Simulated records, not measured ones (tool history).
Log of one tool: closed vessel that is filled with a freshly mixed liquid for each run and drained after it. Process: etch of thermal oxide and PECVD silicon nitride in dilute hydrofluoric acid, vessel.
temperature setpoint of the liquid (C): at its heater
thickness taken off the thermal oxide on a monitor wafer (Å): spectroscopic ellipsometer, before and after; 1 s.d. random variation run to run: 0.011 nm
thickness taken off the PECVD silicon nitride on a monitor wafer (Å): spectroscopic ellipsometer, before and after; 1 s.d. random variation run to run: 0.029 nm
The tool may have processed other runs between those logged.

run,hour,temperature setpoint of the liquid (C),parts of water to one part of 49 % hydrofluoric acid (parts by volume),time in the liquid (s),thickness taken off the thermal oxide on a monitor wafer (Å),thickness taken off the PECVD silicon nitride on a monitor wafer (Å)
1,0,24,105,140,62.119,56.165
2,8.7,24,80,140,84.555,72.676
3,13.8,24,80,85,51.322,43.601
4,19.6,24.5,90,90,48.824,43.245
5,27.1,24.5,100,90,43.188,38.158
6,27.8,24.5,70,90,64.016,55.156
7,34.4,24.5,85,95,54.357,48.661
8,41.1,24.5,95,95,48.25,42.609
9,48.9,25,105,95,43.96,40.542

Run 10 has not been measured yet. What should we expect?
10,49.9,25,110,95,?,?

For run 10 the tool returned thickness taken off the thermal oxide on a monitor wafer (Å) 41.86, thickness taken off the PECVD silicon nitride on a monitor wafer (Å) 38.159.
